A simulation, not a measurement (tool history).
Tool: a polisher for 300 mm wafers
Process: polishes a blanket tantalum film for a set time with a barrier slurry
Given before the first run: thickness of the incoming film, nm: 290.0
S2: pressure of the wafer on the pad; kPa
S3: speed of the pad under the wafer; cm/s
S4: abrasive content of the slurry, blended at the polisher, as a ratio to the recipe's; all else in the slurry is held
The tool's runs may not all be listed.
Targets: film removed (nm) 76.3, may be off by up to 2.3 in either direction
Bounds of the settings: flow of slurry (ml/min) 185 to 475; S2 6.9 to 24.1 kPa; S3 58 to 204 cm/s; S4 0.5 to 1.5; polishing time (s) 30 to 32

run 1 hour=0 | flow_of_slurry_(ml/min)=305 S2=15.2 S3=130 S4=1 polishing_time_(s)=32 | film_removed_(nm)=93.958
run 2 hour=5.1 | flow_of_slurry_(ml/min)=305 S2=14.5 S3=130 S4=1 polishing_time_(s)=32 | film_removed_(nm)=89.125
run 3 hour=9.5 | flow_of_slurry_(ml/min)=305 S2=14.5 S3=158 S4=1 polishing_time_(s)=32 | film_removed_(nm)=107.38
run 4 hour=14.3 | flow_of_slurry_(ml/min)=305 S2=15.9 S3=158 S4=1 polishing_time_(s)=32 | film_removed_(nm)=117.69
run 5 hour=17.8 | flow_of_slurry_(ml/min)=305 S2=15.9 S3=158 S4=1 polishing_time_(s)=32 | film_removed_(nm)=119.72
run 6 hour=26.5 | flow_of_slurry_(ml/min)=335 S2=15.9 S3=158 S4=1 polishing_time_(s)=32 | film_removed_(nm)=121.29
run 7 hour=35.4 | flow_of_slurry_(ml/min)=335 S2=15.9 S3=158 S4=1 polishing_time_(s)=32 | film_removed_(nm)=118.14
run 8 hour=43.4 | flow_of_slurry_(ml/min)=335 S2=14.5 S3=158 S4=1 polishing_time_(s)=32 | film_removed_(nm)=109.5
run 9 hour=47.6 | flow_of_slurry_(ml/min)=330 S2=13.8 S3=158 S4=1 polishing_time_(s)=32 | film_removed_(nm)=103.78
run 10 hour=48.9 | flow_of_slurry_(ml/min)=330 S2=13.1 S3=158 S4=1 polishing_time_(s)=32 | film_removed_(nm)=98.746
run 11 hour=50.7 | flow_of_slurry_(ml/min)=330 S2=12.4 S3=158 S4=1 polishing_time_(s)=32 | film_removed_(nm)=93.83
run 12 hour=55.8 | flow_of_slurry_(ml/min)=325 S2=9 S3=158 S4=1 polishing_time_(s)=32 | film_removed_(nm)=68.914
run 13 hour=59.8 | flow_of_slurry_(ml/min)=330 S2=9 S3=158 S4=1 polishing_time_(s)=32 | film_removed_(nm)=68.814
run 14 hour=61.3 | flow_of_slurry_(ml/min)=335 S2=9 S3=158 S4=1 polishing_time_(s)=32 | film_removed_(nm)=68.17
run 15 hour=63 | flow_of_slurry_(ml/min)=335 S2=9.7 S3=158 S4=1 polishing_time_(s)=32 | film_removed_(nm)=73.48
run 16 hour=71.1 | flow_of_slurry_(ml/min)=335 S2=10.3 S3=158 S4=1 polishing_time_(s)=32 | film_removed_(nm)=79.358
run 17 hour=72 | flow_of_slurry_(ml/min)=330 S2=10.3 S3=158 S4=1 polishing_time_(s)=32 | film_removed_(nm)=77.035
run 18 hour=76.9 | flow_of_slurry_(ml/min)=325 S2=10.3 S3=158 S4=1 polishing_time_(s)=32 | film_removed_(nm)=77.712
run 19 hour=78.1 | flow_of_slurry_(ml/min)=325 S2=10.3 S3=158 S4=1 polishing_time_(s)=32 | film_removed_(nm)=80.314
run 20 hour=83.3 | flow_of_slurry_(ml/min)=330 S2=10.3 S3=158 S4=1 polishing_time_(s)=32 | film_removed_(nm)=78.828
run 21 hour=91.7 | flow_of_slurry_(ml/min)=325 S2=10.3 S3=158 S4=1 polishing_time_(s)=32 | film_removed_(nm)=78.456
run 22 hour=94.7 | flow_of_slurry_(ml/min)=325 S2=9.7 S3=158 S4=1 polishing_time_(s)=32 | film_removed_(nm)=73.986
run 23 hour=99.8 | flow_of_slurry_(ml/min)=325 S2=10.3 S3=158 S4=1 polishing_time_(s)=32 | film_removed_(nm)=79.419
run 24 hour=101.9 | flow_of_slurry_(ml/min)=325 S2=9.7 S3=158 S4=1 polishing_time_(s)=32 | film_removed_(nm)=73.223
run 25 hour=108.7 | flow_of_slurry_(ml/min)=330 S2=9.7 S3=158 S4=1 polishing_time_(s)=32 | film_removed_(nm)=74.693
run 26 hour=113.3 | flow_of_slurry_(ml/min)=335 S2=9.7 S3=158 S4=1 polishing_time_(s)=32 | film_removed_(nm)=73.674
run 27 hour=115.1 | flow_of_slurry_(ml/min)=335 S2=10.3 S3=158 S4=1 polishing_time_(s)=32 | film_removed_(nm)=80.216
run 28 hour=120.8 | flow_of_slurry_(ml/min)=330 S2=10.3 S3=158 S4=1 polishing_time_(s)=32 | film_removed_(nm)=80.184
run 29 hour=128.7 | flow_of_slurry_(ml/min)=325 S2=10.3 S3=158 S4=1 polishing_time_(s)=32 | film_removed_(nm)=78.058

Below are 4 possible settings for the next run. Only one of them brings all results inside the allowed miss of their targets. Which is it?
run A hour=136.6 | flow_of_slurry_(ml/min)=350 S2=11 S3=158 S4=1 polishing_time_(s)=31 | film_removed_(nm)=?
run B hour=136.6 | flow_of_slurry_(ml/min)=345 S2=13.1 S3=154 S4=0.85 polishing_time_(s)=30 | film_removed_(nm)=?
run C hour=136.6 | flow_of_slurry_(ml/min)=215 S2=12.4 S3=154 S4=0.85 polishing_time_(s)=30 | film_removed_(nm)=?
run D hour=136.6 | flow_of_slurry_(ml/min)=320 S2=11 S3=152 S4=1.1 polishing_time_(s)=32 | film_removed_(nm)=?

move=A film_removed_(nm)=82.187
move=B film_removed_(nm)=84.423
move=C film_removed_(nm)=76.789
move=D film_removed_(nm)=84.283
A: misses by more than the last run did
B: misses by more than the last run did
C: in spec on every target
D: misses by more than the last run did
C is the move that brings every result within its allowed miss.
